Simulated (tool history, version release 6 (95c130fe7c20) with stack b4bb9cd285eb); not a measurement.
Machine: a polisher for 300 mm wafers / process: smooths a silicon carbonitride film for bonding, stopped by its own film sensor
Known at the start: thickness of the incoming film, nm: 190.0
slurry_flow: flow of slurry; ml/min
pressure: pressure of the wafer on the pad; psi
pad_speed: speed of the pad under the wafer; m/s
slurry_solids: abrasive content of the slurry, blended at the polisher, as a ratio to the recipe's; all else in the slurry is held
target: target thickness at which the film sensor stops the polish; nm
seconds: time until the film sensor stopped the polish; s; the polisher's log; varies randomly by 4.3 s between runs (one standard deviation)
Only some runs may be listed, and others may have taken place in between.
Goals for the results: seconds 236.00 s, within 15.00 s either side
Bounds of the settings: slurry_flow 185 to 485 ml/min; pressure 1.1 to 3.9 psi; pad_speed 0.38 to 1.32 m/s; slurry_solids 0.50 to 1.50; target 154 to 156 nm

run  hour  slurry_flow  pressure  pad_speed  slurry_solids  target  seconds
  1   0.0          310       2.5       0.84           1.00     156   149.19
  2   1.4          310       2.5       0.84           1.20     156   144.32
  3   2.0          310       2.3       0.82           1.20     156   153.85
  4   8.3          310       2.9       0.82           1.20     156   126.51
  5  16.2          310       2.6       0.80           1.20     156   139.74
  6  24.8          310       2.6       0.60           1.20     156   172.25
  7  31.6          310       2.5       0.60           1.20     156   180.04
  8  37.5          310       2.4       0.60           1.20     156   193.50
  9  40.9          310       2.3       0.60           1.20     156   205.70

Consider the 4 candidate settings below. Which is the only one whose results all fall within their allowed miss of target?
  A  44.3          320       2.4       0.40           1.20     154        ?
  B  44.3          295       1.9       0.56           1.15     155        ?
  C  44.3          480       1.7       0.86           0.65     154        ?
  D  44.3          340       2.0       0.62           1.25     154        ?

move  seconds
   A   282.95
   B   270.16
   C   280.41
   D   232.46
A: pushes the last run's worst result past its target
B: pushes the last run's worst result past its target
C: pushes the last run's worst result past its target
D: hits every target within its allowed miss
D meets every target.
